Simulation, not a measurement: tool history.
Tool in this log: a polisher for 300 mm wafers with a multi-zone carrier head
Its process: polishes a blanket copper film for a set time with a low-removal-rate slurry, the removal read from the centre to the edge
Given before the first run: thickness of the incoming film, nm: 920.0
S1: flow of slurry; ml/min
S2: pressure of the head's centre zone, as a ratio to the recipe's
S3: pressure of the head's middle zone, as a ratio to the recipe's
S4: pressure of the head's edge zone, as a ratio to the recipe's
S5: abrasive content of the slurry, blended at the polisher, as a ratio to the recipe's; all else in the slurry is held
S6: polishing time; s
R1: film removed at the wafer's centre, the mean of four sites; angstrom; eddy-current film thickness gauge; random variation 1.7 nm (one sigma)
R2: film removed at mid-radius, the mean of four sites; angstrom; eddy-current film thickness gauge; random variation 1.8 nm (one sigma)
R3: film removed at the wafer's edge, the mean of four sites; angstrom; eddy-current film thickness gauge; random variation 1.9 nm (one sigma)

run 1 hour=0.0 | S1=290 S2=1.00 S3=1.00 S4=1.00 S5=1.00 S6=89 | R1=2575.2 R2=2484.4 R3=2524.4
run 2 hour=0.9 | S1=290 S2=0.99 S3=1.00 S4=0.99 S5=0.95 S6=83 | R1=2364.5 R2=2314.7 R3=2315.4
run 3 hour=1.8 | S1=290 S2=0.99 S3=1.00 S4=0.99 S5=1.05 S6=83 | R1=2436.0 R2=2385.9 R3=2353.6
run 4 hour=2.7 | S1=290 S2=0.98 S3=1.00 S4=0.98 S5=1.00 S6=78 | R1=2179.4 R2=2259.8 R3=2190.9
-- hour=3.8 edge zone pressure recalibrated
run 5 hour=3.8 | S1=290 S2=0.98 S3=1.00 S4=0.93 S5=1.00 S6=78 | R1=2253.2 R2=2230.3 R3=2075.2
run 6 hour=7.8 | S1=290 S2=0.98 S3=1.00 S4=0.93 S5=1.10 S6=78 | R1=2269.4 R2=2246.4 R3=2145.2
run 7 hour=13.4 | S1=285 S2=0.97 S3=0.98 S4=0.93 S5=1.05 S6=74 | R1=2110.7 R2=2120.2 R3=1960.6
run 8 hour=20.0 | S1=285 S2=0.96 S3=0.96 S4=0.95 S5=1.00 S6=70 | R1=1971.7 R2=1907.3 R3=1911.4
run 9 hour=20.6 | S1=285 S2=0.94 S3=0.95 S4=0.94 S5=0.95 S6=68 | R1=1850.1 R2=1853.4 R3=1802.7
run 10 hour=24.6 | S1=265 S2=0.86 S3=0.85 S4=0.97 S5=0.70 S6=48 | R1=1130.5 R2=1123.3 R3=1159.5
run 11 hour=32.1 | S1=265 S2=0.86 S3=0.85 S4=0.97 S5=0.70 S6=48 | R1=1107.6 R2=1167.0 R3=1181.8
run 12 hour=37.0 | S1=265 S2=0.86 S3=0.85 S4=0.97 S5=0.70 S6=48 | R1=1130.2 R2=1141.2 R3=1207.2
run 13 hour=41.0 | S1=270 S2=0.87 S3=0.86 S4=0.97 S5=0.70 S6=48 | R1=1131.3 R2=1121.6 R3=1192.4
run 14 hour=43.6 | S1=265 S2=0.88 S3=0.96 S4=0.95 S5=0.95 S6=54 | R1=1362.5 R2=1461.4 R3=1399.5
run 15 hour=48.0 | S1=260 S2=0.88 S3=0.95 S4=0.95 S5=0.95 S6=54 | R1=1370.2 R2=1452.3 R3=1418.5
run 16 hour=53.8 | S1=255 S2=0.88 S3=0.94 S4=0.95 S5=0.95 S6=54 | R1=1418.5 R2=1438.6 R3=1423.8

For run 17, what comes out?
run 17 hour=58.0 | S1=255 S2=0.87 S3=0.94 S4=0.95 S5=0.95 S6=54 | R1=? R2=? R3=?

{"run 17": {"R1": 1344.8, "R2": 1405.5, "R3": 1384.7}}

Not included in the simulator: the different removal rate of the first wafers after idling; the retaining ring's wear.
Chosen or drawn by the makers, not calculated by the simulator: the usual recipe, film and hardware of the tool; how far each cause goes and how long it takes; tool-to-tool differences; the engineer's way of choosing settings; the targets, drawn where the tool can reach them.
